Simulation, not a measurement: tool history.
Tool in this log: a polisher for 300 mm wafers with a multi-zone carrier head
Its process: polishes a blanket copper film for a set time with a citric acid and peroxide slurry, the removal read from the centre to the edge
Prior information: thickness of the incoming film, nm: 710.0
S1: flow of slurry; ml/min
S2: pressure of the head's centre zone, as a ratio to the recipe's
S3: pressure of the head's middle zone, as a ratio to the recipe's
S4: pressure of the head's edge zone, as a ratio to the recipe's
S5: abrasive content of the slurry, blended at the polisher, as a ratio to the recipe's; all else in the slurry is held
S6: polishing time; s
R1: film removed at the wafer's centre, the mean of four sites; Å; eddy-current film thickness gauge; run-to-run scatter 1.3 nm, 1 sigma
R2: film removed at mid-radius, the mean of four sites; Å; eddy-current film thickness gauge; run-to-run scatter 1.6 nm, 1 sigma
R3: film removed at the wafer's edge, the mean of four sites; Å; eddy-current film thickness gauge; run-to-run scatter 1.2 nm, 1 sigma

| run | hour | S1 | S2 | S3 | S4 | S5 | S6 | R1 | R2 | R3 |
|---|---|---|---|---|---|---|---|---|---|---|
| 1 | 0.0 | 285 | 1.00 | 1.00 | 1.00 | 1.00 | 88 | 2500.2 | 2507.8 | 2445.7 |
| 2 | 4.7 | 285 | 0.92 | 1.00 | 1.00 | 1.00 | 88 | 2281.7 | 2519.8 | 2433.3 |
| 3 | 6.2 | 280 | 0.92 | 0.97 | 0.98 | 0.90 | 80 | 2067.2 | 2151.3 | 2129.3 |
| 4 | 7.4 | 280 | 0.84 | 0.97 | 0.98 | 0.90 | 80 | 1836.7 | 2199.4 | 2167.5 |
| 5 | 11.3 | 280 | 0.84 | 1.01 | 0.98 | 0.90 | 80 | 1896.9 | 2273.8 | 2117.5 |
| 6 | 13.4 | 280 | 0.84 | 1.01 | 0.95 | 0.90 | 80 | 1883.8 | 2245.4 | 2161.8 |
| 7 | 15.0 | 275 | 0.85 | 0.99 | 0.94 | 0.85 | 73 | 1708.7 | 1988.7 | 1886.8 |
| 8 | 20.1 | 270 | 0.86 | 0.96 | 0.92 | 0.80 | 70 | 1612.4 | 1864.1 | 1775.6 |
| 9 | 21.9 | 265 | 0.96 | 0.86 | 0.91 | 0.55 | 47 | 1145.2 | 1035.1 | 1112.2 |
| 10 | 27.9 | 275 | 0.96 | 0.88 | 0.94 | 0.55 | 47 | 1154.2 | 1077.8 | 1113.3 |

Run 11, settings as shown, results not yet in. Your forecast:
| 11 | 30.1 | 275 | 0.96 | 0.88 | 0.94 | 0.60 | 47 | ? | ? | ? |

Run 11 measured R1 1169.0 Å, R2 1076.6 Å, R3 1155.5 Å.

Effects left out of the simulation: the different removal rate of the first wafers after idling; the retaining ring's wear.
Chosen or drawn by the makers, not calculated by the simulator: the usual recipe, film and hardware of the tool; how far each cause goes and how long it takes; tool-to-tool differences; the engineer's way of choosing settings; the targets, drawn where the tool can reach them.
